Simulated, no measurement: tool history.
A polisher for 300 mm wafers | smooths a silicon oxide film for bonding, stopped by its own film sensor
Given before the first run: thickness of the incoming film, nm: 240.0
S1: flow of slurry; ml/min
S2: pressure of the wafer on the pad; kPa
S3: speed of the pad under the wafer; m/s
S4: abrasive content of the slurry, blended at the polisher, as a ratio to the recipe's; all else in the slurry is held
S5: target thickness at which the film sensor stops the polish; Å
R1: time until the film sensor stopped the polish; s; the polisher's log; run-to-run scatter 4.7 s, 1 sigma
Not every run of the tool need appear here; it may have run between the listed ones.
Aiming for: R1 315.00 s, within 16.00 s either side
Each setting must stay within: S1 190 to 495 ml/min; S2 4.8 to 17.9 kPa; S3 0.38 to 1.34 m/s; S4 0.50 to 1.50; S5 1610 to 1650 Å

run  hour   S1    S2    S3    S4    S5      R1
  1   0.0  320  11.0  0.86  1.00  1650  154.57
  2   1.5  320  11.0  0.86  1.15  1650  139.08
  3  10.3  320   9.7  0.80  1.15  1650  172.93
  4  15.5  320  11.0  0.80  1.15  1650  148.14
  5  23.0  320  11.0  0.80  1.15  1650  148.75
  6  29.6  320   9.7  0.76  1.15  1650  179.43
     31.2  -- worn pad replaced by a new one
  7  31.2  320   8.3  0.74  1.15  1650  187.32
  8  37.3  320   8.3  0.74  1.15  1650  187.98
  9  40.9  320   4.8  0.50  1.10  1640  446.72

Exactly one of the 4 candidate moves below puts every result within its allowed miss. Which one?
  A  44.5  325  6.2  0.52  0.95  1650   ?
  B  44.5  315  5.5  0.64  1.10  1650   ?
  C  44.5  315  5.5  0.54  1.10  1650   ?
  D  44.5  195  6.9  0.58  1.15  1650   ?

move      R1
   A  362.75
   B  318.78
   C  365.19
   D  283.45
A: nearer than the last run, and not there yet
B: all results land within tolerance of their targets
C: nearer than the last run, and not there yet
D: carries the result that was furthest off beyond its target, to the other side
B is the move that brings every result within its allowed miss.

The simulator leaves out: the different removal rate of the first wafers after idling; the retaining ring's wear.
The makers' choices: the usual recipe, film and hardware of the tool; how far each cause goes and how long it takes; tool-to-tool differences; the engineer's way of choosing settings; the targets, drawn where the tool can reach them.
